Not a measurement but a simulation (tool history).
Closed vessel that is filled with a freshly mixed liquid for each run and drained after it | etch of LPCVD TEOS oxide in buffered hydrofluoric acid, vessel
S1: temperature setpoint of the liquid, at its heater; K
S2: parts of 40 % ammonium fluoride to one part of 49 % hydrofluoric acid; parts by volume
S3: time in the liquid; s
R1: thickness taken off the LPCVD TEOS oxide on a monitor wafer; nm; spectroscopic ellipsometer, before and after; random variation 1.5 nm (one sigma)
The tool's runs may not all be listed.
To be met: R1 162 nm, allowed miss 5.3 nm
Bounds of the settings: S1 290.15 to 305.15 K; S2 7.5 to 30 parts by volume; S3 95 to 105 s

run	day	S1	S2	S3	R1
1	0	297.15	22	95	227.01
2	0.112	296.15	22	95	210.8
3	0.488	296.15	24	95	197.77
4	0.658	297.65	24	95	216.82
5	0.821	295.65	24	95	193.96
6	0.896	295.65	24	95	194.8
7	1.254	294.65	24	95	180.23
8	1.4	294.15	24	95	177.25
9	1.654	293.65	24	95	172.7
10	1.992	293.15	24	95	169.47

Which of these 5 next moves meets every target?
A	2.329	292.65	21	95	?
B	2.329	294.15	24	95	?
C	2.329	293.65	25.5	100	?
D	2.329	292.65	22	95	?
E	2.329	290.65	24.5	105	?

move	R1
A	179.31
B	177.88
C	174.61
D	173.64
E	159.03
A: further off than the last run
B: further off than the last run
C: further off than the last run
D: further off than the last run
E: meets every target
Answer: E
